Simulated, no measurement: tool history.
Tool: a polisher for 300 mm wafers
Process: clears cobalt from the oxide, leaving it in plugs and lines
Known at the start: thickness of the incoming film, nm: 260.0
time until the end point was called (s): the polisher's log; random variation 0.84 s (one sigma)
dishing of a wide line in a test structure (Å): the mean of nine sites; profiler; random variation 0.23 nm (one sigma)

run,hour,flow of slurry (ml/min),pressure of the wafer on the pad (psi),speed of the pad under the wafer (cm/s),overpolish time after the end point (s),time until the end point was called (s),dishing of a wide line in a test structure (Å)
1,0,270,2.1,88,16,81.317,426.89
2,3.4,270,2.1,88,13,78.919,370.25
3,4.1,270,2,88,11,84.478,320.23
4,12.1,270,2,88,10,82.4,296.78
5,16.9,270,1.9,94,9,81.19,279.6
6,18.7,270,1.7,94,9,86.035,263.22
7,25.6,245,1.5,102,8,87.855,234.3
8,30.8,225,1.4,110,7,85.331,219.1
9,32.6,210,1.3,116,7,86.289,213.66
10,38,200,1.3,120,7,84.279,214.88
11,44.8,190,1.3,124,7,82.186,228.29
12,47.5,245,1.2,124,7,81.718,226.49

Forecast run 13:
13,52.6,225,1.2,126,7,?,?

time until the end point was called (s): 80.864
dishing of a wide line in a test structure (Å): 225.15

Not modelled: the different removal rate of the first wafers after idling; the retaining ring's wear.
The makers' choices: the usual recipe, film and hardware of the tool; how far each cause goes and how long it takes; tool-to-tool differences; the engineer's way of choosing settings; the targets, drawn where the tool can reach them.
